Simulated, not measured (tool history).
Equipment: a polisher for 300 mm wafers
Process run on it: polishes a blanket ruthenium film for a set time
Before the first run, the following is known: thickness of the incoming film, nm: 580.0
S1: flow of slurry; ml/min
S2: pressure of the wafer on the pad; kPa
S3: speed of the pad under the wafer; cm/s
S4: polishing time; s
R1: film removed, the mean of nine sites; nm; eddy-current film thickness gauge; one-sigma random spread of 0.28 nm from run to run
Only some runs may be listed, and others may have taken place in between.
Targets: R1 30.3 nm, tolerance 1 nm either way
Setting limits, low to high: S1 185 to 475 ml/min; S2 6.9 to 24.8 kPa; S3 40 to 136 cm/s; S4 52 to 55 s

run	hour	S1	S2	S3	S4	R1
1	0	305	15.9	88	52	64.858
2	6.2	305	15.9	88	55	67.208
3	12.6	305	13.1	82	55	53.668
4	14.8	305	11	76	55	42.355
# hour 23.5: slurry nozzle cleaned
5	23.5	305	9.7	74	55	37.747
6	28.5	360	9.7	74	55	39.012
7	29.2	350	9	72	55	34.762
8	37.2	350	8.3	72	55	32.437

Which one of the following 5 next-run settings gets every result inside its allowed miss? There is exactly one.
A	45.2	375	9	72	53	?
B	45.2	335	8.3	72	52	?
C	45.2	185	9.7	68	55	?
D	45.2	235	8.3	76	55	?
E	45.2	380	9	74	53	?

move	R1
A	33.993
B	30.634
C	33.218
D	32.574
E	34.789
A: its largest miss is bigger than the last run's
B: in spec on every target
C: its largest miss is bigger than the last run's
D: its largest miss is bigger than the last run's
E: its largest miss is bigger than the last run's
Correct choice: B, which meets every target
